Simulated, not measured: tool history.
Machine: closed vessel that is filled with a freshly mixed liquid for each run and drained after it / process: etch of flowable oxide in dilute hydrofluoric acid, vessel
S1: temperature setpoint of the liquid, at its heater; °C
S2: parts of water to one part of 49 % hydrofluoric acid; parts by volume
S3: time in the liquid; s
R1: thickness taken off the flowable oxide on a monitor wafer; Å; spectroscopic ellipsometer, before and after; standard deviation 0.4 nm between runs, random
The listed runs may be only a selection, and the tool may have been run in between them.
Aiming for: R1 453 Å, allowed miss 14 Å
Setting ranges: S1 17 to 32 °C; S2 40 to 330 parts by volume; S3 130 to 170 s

run 1 day=0 | S1=24 S2=185 S3=170 | R1=232.6
run 2 day=0.196 | S1=24 S2=185 S3=130 | R1=181.67
run 3 day=0.425 | S1=24 S2=160 S3=130 | R1=215.84
run 4 day=0.679 | S1=25 S2=145 S3=130 | R1=250.87
run 5 day=1 | S1=25 S2=180 S3=130 | R1=193.79
run 6 day=1.046 | S1=25 S2=135 S3=130 | R1=270.32
run 7 day=1.296 | S1=29 S2=90 S3=130 | R1=502.27
run 8 day=1.554 | S1=28 S2=90 S3=130 | R1=490.81
run 9 day=1.821 | S1=28 S2=90 S3=130 | R1=485.28
-- day=2.121 hydrofluoric acid flow meter replaced
run 10 day=2.121 | S1=26 S2=90 S3=130 | R1=515.32

Next run, 4 choices. One meets every target within its allowed miss, the rest don't. Which?
run A day=2.421 | S1=25 S2=115 S3=165 | R1=?
run B day=2.421 | S1=26.5 S2=100 S3=135 | R1=?
run C day=2.421 | S1=28 S2=130 S3=160 | R1=?
run D day=2.421 | S1=23.5 S2=125 S3=170 | R1=?

move=A R1=478.05
move=B R1=485.86
move=C R1=451.06
move=D R1=422.32
A: nearer the targets than the last run, but a result is still out of spec
B: nearer the targets than the last run, but a result is still out of spec
C: each result inside its tolerance
D: takes the result that was furthest off past its target
Answer: C
